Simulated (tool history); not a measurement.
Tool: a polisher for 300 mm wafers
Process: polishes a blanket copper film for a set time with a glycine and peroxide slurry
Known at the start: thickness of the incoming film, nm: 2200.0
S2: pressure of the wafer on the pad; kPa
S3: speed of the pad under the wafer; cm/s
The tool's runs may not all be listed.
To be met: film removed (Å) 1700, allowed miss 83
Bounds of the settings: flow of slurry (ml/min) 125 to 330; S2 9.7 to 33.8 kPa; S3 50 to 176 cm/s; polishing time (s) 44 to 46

{"run": 1, "day": 0.0, "flow of slurry (ml/min)": 210, "S2": 21.4, "S3": 112, "polishing time (s)": 44, "film removed (Å)": 2780.2}
{"run": 2, "day": 0.358, "flow of slurry (ml/min)": 210, "S2": 21.4, "S3": 112, "polishing time (s)": 44, "film removed (Å)": 2806.7}
{"run": 3, "day": 0.717, "flow of slurry (ml/min)": 210, "S2": 20, "S3": 110, "polishing time (s)": 44, "film removed (Å)": 2666.2}
{"run": 4, "day": 0.796, "flow of slurry (ml/min)": 210, "S2": 20, "S3": 136, "polishing time (s)": 44, "film removed (Å)": 3231.2}
{"run": 5, "day": 0.962, "flow of slurry (ml/min)": 210, "S2": 18.6, "S3": 130, "polishing time (s)": 44, "film removed (Å)": 2900.3}
{"run": 6, "day": 1.15, "flow of slurry (ml/min)": 210, "S2": 17.2, "S3": 126, "polishing time (s)": 44, "film removed (Å)": 2703.6}
{"run": 7, "day": 1.475, "flow of slurry (ml/min)": 210, "S2": 15.9, "S3": 122, "polishing time (s)": 44, "film removed (Å)": 2492.6}
{"run": 8, "day": 1.75, "flow of slurry (ml/min)": 210, "S2": 15.2, "S3": 118, "polishing time (s)": 44, "film removed (Å)": 2423.6}
{"run": 9, "day": 2.054, "flow of slurry (ml/min)": 210, "S2": 14.5, "S3": 114, "polishing time (s)": 44, "film removed (Å)": 2203.2}
{"run": 10, "day": 2.267, "flow of slurry (ml/min)": 210, "S2": 13.8, "S3": 112, "polishing time (s)": 44, "film removed (Å)": 2180.9}
{"run": 11, "day": 2.333, "flow of slurry (ml/min)": 210, "S2": 13.1, "S3": 110, "polishing time (s)": 44, "film removed (Å)": 2129.2}
{"run": 12, "day": 2.442, "flow of slurry (ml/min)": 210, "S2": 12.4, "S3": 108, "polishing time (s)": 44, "film removed (Å)": 1998}
{"run": 13, "day": 2.567, "flow of slurry (ml/min)": 210, "S2": 11.7, "S3": 106, "polishing time (s)": 44, "film removed (Å)": 1933.3}
{"run": 14, "day": 2.588, "flow of slurry (ml/min)": 210, "S2": 11.7, "S3": 104, "polishing time (s)": 44, "film removed (Å)": 1870.8}

4 next moves are on the table. One of them brings every result within its allowed miss. Which?
{"run": "A", "day": 2.608, "flow of slurry (ml/min)": 240, "S2": 14.5, "S3": 104, "polishing time (s)": 46, "film removed (Å)": "?"}
{"run": "B", "day": 2.608, "flow of slurry (ml/min)": 210, "S2": 12.4, "S3": 108, "polishing time (s)": 44, "film removed (Å)": "?"}
{"run": "C", "day": 2.608, "flow of slurry (ml/min)": 215, "S2": 12.4, "S3": 112, "polishing time (s)": 46, "film removed (Å)": "?"}
{"run": "D", "day": 2.608, "flow of slurry (ml/min)": 255, "S2": 9.7, "S3": 100, "polishing time (s)": 44, "film removed (Å)": "?"}

move=A film_removed_(Å)=2223.9
move=B film_removed_(Å)=1990.3
move=C film_removed_(Å)=2148.5
move=D film_removed_(Å)=1705.4
A: further off than the last run
B: further off than the last run
C: further off than the last run
D: meets every target
The right move is D.
